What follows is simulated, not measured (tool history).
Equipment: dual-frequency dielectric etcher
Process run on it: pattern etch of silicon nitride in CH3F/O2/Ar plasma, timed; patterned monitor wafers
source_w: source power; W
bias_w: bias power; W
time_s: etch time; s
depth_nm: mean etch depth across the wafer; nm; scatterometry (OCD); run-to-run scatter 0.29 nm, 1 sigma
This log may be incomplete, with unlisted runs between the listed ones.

Run 1, hour 0: source_w 470 W, bias_w 59 W, time_s 58.5 s. Result: depth_nm 40.304 nm.
Run 2, hour 7.7: source_w 470 W, bias_w 59 W, time_s 60.5 s. Result: depth_nm 41.698 nm.
Run 3, hour 14.8: source_w 470 W, bias_w 59 W, time_s 60.5 s. Result: depth_nm 41.363 nm.
Run 4, hour 19.4: source_w 470 W, bias_w 59 W, time_s 60.5 s. Result: depth_nm 41.502 nm.
Run 5, hour 22.9: source_w 470 W, bias_w 59 W, time_s 60.5 s. Result: depth_nm 41.478 nm.
Run 6, hour 30.1: source_w 470 W, bias_w 52 W, time_s 60.5 s. Result: depth_nm 40.043 nm.
Run 7, hour 31: source_w 490 W, bias_w 53 W, time_s 60.5 s. Result: depth_nm 41.316 nm.
Run 8, hour 39.3: source_w 500 W, bias_w 53 W, time_s 60.5 s. Result: depth_nm 41.721 nm.
Run 9, hour 42.2: source_w 510 W, bias_w 53 W, time_s 60.5 s. Result: depth_nm 41.876 nm.
Run 10, hour 48.2: source_w 520 W, bias_w 53 W, time_s 60.5 s. Result: depth_nm 42.298 nm.

Run 11, settings as shown, results not yet in. Your forecast:
Run 11, hour 55.8: source_w 580 W, bias_w 55 W, time_s 60.5 s. Result: depth_nm ?.

{"run 11": {"depth_nm": 45.933}}
